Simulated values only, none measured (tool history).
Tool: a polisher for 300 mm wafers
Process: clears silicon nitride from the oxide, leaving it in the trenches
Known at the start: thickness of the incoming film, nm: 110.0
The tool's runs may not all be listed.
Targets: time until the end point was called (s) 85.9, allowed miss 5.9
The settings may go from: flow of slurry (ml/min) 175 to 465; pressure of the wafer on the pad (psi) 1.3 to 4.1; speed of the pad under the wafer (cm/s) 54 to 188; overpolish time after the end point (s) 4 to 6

run    day  flow of slurry (ml/min)  pressure of the wafer on the pad (psi)  speed of the pad under the wafer (cm/s)  overpolish time after the end point (s)  time until the end point was called (s)
  1      0                      295                                     2.7                                      120                                        6                                   134.92
  2  0.358                      295                                     2.1                                      120                                        6                                   166.33
  3  0.638                      295                                     2.4                                      120                                        6                                   144.73
  4   0.95                      295                                     2.6                                      122                                        6                                   137.54
  5  1.288                      295                                     2.6                                      122                                        6                                   130.26
  6  1.354                      295                                     2.6                                      122                                        4                                    135.2
  7  1.504                      295                                     2.7                                      124                                        4                                   130.62
  8  1.625                      295                                     2.8                                      126                                        4                                   116.86
  9  1.725                      295                                     2.9                                      126                                        4                                   119.07

Which of these 4 next moves meets every target?
  A  1.825                      300                                     2.9                                      150                                        6                                        ?
  B  1.825                      215                                     2.8                                      158                                        4                                        ?
  C  1.825                      305                                       3                                      142                                        6                                        ?
  D  1.825                      280                                     3.1                                      160                                        4                                        ?

move  time until the end point was called (s)
   A                                   102.79
   B                                   104.78
   C                                   104.76
   D                                   91.035
A: nearer than the last run, and not there yet
B: nearer than the last run, and not there yet
C: nearer than the last run, and not there yet
D: meets every target
The right move is D.
